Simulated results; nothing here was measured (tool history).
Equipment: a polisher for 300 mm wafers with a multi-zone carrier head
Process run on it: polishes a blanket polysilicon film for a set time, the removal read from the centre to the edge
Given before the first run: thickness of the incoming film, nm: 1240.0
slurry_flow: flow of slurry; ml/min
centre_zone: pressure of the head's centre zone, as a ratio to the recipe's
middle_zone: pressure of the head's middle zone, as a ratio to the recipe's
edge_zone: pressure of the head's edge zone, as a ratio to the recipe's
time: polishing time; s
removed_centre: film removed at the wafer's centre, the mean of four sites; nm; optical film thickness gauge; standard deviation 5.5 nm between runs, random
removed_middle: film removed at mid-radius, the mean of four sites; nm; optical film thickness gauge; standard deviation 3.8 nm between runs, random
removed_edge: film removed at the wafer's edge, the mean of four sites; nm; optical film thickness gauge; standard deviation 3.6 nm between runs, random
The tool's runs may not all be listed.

run  hour  slurry_flow  centre_zone  middle_zone  edge_zone  time  removed_centre  removed_middle  removed_edge
  1     0          195            1            1          1    32          274.11          267.04        261.69
  2   8.5          195            1            1          1    27          224.07          224.19        224.77
  3  13.4          195            1         1.06          1    27          227.43          236.75         221.2
  4  22.3          195            1         1.14          1    27          228.66          246.16         221.7
  5  28.4          195         1.03         1.14          1    27           234.9          254.48        223.89
  6  31.4          195         1.03         1.14       1.07    27          232.32          256.04        230.28
  7  39.5          205         1.07          1.1       1.09    29          264.56          263.87        252.08

What does the tool deliver on the next run?
  8  42.7          215          1.1         1.11       1.11    31               ?               ?             ?

{"run 8": {"removed_centre": 291, "removed_middle": 284.1, "removed_edge": 270.01}}

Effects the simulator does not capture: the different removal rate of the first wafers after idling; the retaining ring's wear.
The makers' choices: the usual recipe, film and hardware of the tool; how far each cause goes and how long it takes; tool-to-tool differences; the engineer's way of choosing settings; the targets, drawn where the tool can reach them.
